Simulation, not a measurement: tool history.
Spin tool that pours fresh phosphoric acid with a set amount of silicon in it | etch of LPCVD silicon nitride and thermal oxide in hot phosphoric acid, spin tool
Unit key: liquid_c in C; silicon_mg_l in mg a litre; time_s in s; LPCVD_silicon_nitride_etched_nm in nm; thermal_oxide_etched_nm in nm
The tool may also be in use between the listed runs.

run  hour  liquid_c  silicon_mg_l  time_s  LPCVD_silicon_nitride_etched_nm  thermal_oxide_etched_nm
  1   0.0     161.0          14.0     100                           8.5407                 0.194970
  2   5.5     160.5          14.0      90                           7.4605                 0.186760
  3  11.9     160.0          16.5      85                           6.9261                 0.172590
  4  17.1     159.5          19.5      80                           6.4400                 0.150900
  5  23.5     159.0          21.0      75                           5.9215                 0.099504
  6  29.5     161.0          21.0      75                           6.3285                 0.131070
  7  36.5     160.5          21.0      70                           5.8187                 0.128280
  8  44.0     160.0          21.0      70                           5.6771                 0.150510
  9  44.6     159.5          22.5      70                           5.6655                 0.119190
 10  49.5     159.0          22.5      70                           5.5718                 0.083912

What will run 11 give?
 11  52.6     160.0          18.0      50                                ?                        ?

Run 11 came out at LPCVD_silicon_nitride_etched_nm 4.0594 nm, thermal_oxide_etched_nm 0.088812 nm.
